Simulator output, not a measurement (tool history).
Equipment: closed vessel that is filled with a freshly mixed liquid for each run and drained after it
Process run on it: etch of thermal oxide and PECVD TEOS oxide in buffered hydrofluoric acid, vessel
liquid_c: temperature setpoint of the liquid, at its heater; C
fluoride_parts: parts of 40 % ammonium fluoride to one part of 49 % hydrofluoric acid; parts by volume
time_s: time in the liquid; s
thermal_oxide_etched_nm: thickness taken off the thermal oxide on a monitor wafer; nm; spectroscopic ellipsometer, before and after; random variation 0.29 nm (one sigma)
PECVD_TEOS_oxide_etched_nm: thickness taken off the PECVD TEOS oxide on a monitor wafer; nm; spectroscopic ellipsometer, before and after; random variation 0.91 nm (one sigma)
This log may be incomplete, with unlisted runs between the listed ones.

run    day  liquid_c  fluoride_parts  time_s  thermal_oxide_etched_nm  PECVD_TEOS_oxide_etched_nm
  1  0.000      21.0            15.5      60                   35.492                      73.454
  2  0.267      21.0            19.5      60                   28.119                      59.002
  3  0.562      22.5            19.5      60                   30.821                      64.064
  4  0.812      23.5            18.0      60                   35.021                      74.395
  5  0.979      23.5            18.0      35                   20.508                      42.604
  6  1.217      23.5            18.0      45                   26.365                      55.796
  7  1.312      24.0            16.5      45                   29.228                      61.959

Run 8, settings as shown, results not yet in. Your forecast:
  8  1.462      28.0            11.5      55                        ?                           ?

Run 8 produced thermal_oxide_etched_nm 63.533 nm, PECVD_TEOS_oxide_etched_nm 133.210 nm.
